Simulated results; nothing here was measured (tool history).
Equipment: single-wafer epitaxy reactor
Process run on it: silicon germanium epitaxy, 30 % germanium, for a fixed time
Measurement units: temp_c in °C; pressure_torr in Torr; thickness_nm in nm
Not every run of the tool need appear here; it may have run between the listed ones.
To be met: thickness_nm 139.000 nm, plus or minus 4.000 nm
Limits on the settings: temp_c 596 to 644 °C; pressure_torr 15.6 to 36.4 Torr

run,hour,temp_c,pressure_torr,thickness_nm
1,0.0,620,26.0,92.933
2,8.8,626,26.3,102.740
3,13.3,630,26.6,110.180
4,19.7,626,26.6,103.730
5,26.3,620,26.6,93.961
6,27.5,626,27.0,104.610
7,28.4,630,27.2,112.260
8,31.6,633,27.4,117.320

Which single option among these 4 for the next run brings every result within its allowed miss of target? Just one does.
A,34.8,635,32.4,?
B,34.8,638,33.0,?
C,34.8,634,31.6,?
D,34.8,618,24.4,?

move,thickness_nm
A,131.740
B,139.380
C,128.140
D,87.166
A: moves toward the targets from the last run without getting all of them in spec
B: each result inside its tolerance
C: moves toward the targets from the last run without getting all of them in spec
D: further off than the last run
The right move is B.

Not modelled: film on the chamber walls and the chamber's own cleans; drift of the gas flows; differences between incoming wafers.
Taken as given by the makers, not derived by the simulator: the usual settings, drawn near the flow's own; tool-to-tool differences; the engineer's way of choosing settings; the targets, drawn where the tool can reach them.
